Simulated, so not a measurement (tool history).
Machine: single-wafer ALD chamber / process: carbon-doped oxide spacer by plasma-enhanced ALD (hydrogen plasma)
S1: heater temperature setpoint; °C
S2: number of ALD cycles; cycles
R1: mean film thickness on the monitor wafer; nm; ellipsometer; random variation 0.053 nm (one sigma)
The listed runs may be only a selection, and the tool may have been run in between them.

run 1 hour=0.0 | S1=375 S2=367 | R1=18.875
run 2 hour=2.6 | S1=375 S2=420 | R1=21.611
run 3 hour=9.0 | S1=375 S2=378 | R1=19.640
run 4 hour=14.9 | S1=375 S2=363 | R1=18.716
run 5 hour=17.9 | S1=375 S2=351 | R1=18.058
run 6 hour=27.1 | S1=379 S2=351 | R1=18.022
run 7 hour=34.6 | S1=379 S2=292 | R1=15.114

Run 8 comes next. What will it give?
run 8 hour=41.1 | S1=379 S2=290 | R1=?

{"run 8": {"R1": 15.031}}

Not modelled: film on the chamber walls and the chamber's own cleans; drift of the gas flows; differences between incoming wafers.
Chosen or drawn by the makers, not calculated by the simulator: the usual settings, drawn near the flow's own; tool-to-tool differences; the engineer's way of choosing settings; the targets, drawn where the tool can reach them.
